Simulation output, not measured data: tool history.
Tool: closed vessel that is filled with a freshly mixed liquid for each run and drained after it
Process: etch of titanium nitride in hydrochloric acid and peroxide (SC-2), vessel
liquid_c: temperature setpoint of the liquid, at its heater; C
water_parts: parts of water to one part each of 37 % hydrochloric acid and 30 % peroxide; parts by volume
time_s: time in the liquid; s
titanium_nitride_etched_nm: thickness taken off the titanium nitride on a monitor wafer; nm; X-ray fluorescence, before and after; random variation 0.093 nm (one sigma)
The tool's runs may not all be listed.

run	hour	liquid_c	water_parts	time_s	titanium_nitride_etched_nm
1	0	57	9	675	17.797
2	8.1	57	6.5	675	23.227
3	12.1	61	6.5	675	29.142
4	12.7	58	6.5	675	23.969
5	14.2	56	6.5	675	21.199
6	15	56	6.5	675	21.372

The next listed run, before its measurement:
7	23.9	48	6.5	675	?

Run 7 gave titanium_nitride_etched_nm 12.425 nm.

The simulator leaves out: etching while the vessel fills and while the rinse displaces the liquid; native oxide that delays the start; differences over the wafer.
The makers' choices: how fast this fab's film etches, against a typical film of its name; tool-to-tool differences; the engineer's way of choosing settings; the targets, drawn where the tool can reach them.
